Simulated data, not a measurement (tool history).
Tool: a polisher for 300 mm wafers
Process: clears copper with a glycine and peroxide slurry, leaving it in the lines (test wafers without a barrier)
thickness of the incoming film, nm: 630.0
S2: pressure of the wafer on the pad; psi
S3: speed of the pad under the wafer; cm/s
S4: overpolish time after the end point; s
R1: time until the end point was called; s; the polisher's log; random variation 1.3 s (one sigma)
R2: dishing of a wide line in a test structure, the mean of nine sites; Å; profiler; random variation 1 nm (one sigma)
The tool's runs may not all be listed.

Run 1, day 0: flow of slurry (ml/min) 195, S2 3 psi, S3 78 cm/s, S4 8 s. Result: R1 124.09 s, R2 282.92 Å.
Run 2, day 0.104: flow of slurry (ml/min) 195, S2 3 psi, S3 78 cm/s, S4 9 s. Result: R1 122.7 s, R2 315.99 Å.
Run 3, day 0.183: flow of slurry (ml/min) 195, S2 2.6 psi, S3 78 cm/s, S4 9 s. Result: R1 138.22 s, R2 289.13 Å.
Run 4, day 0.379: flow of slurry (ml/min) 195, S2 2.7 psi, S3 78 cm/s, S4 10 s. Result: R1 133.97 s, R2 333.45 Å.
Run 5, day 0.629: flow of slurry (ml/min) 195, S2 2.8 psi, S3 78 cm/s, S4 11 s. Result: R1 128.93 s, R2 360.8 Å.
Run 6, day 0.775: flow of slurry (ml/min) 195, S2 2.8 psi, S3 70 cm/s, S4 11 s. Result: R1 140.67 s, R2 337.77 Å.
Run 7, day 0.821: flow of slurry (ml/min) 195, S2 2.9 psi, S3 70 cm/s, S4 12 s. Result: R1 135.05 s, R2 386.48 Å.
Run 8, day 0.988: flow of slurry (ml/min) 195, S2 3 psi, S3 70 cm/s, S4 12 s. Result: R1 133.04 s, R2 389.16 Å.
Run 9, day 1.217: flow of slurry (ml/min) 195, S2 3.1 psi, S3 70 cm/s, S4 12 s. Result: R1 132.97 s, R2 395.9 Å.

The next listed run, before its measurement:
Run 10, day 1.35: flow of slurry (ml/min) 200, S2 3.2 psi, S3 70 cm/s, S4 12 s. Result: R1 ?, R2 ?.

R1: 128.28 s
R2: 386.06 Å
